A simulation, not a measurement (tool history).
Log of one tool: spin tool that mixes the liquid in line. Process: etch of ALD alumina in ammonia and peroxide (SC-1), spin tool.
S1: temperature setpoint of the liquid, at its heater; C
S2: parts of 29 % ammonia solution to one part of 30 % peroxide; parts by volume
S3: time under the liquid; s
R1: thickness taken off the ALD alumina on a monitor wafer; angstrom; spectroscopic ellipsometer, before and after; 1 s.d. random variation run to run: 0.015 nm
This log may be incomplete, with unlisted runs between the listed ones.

run	hour	S1	S2	S3	R1
1	0	53	0.5	55	28.035
2	6.4	53	0.55	55	28.425
3	12.9	52	0.55	55	27.427
4	21.6	51	0.55	55	25.739
5	28.9	51	0.4	55	24.967
6	31	50	0.4	55	23.558
7	31.6	49.5	0.4	55	22.435
8	32.8	49	0.4	55	22.445
9	33.3	48.5	0.4	55	21.545
10	40.6	48	0.4	55	20.945
11	47.1	47.5	0.4	55	20.389

What will run 12 give?
12	48.5	47	0.4	55	?

Logged for run 12: R1 20.236 angstrom.
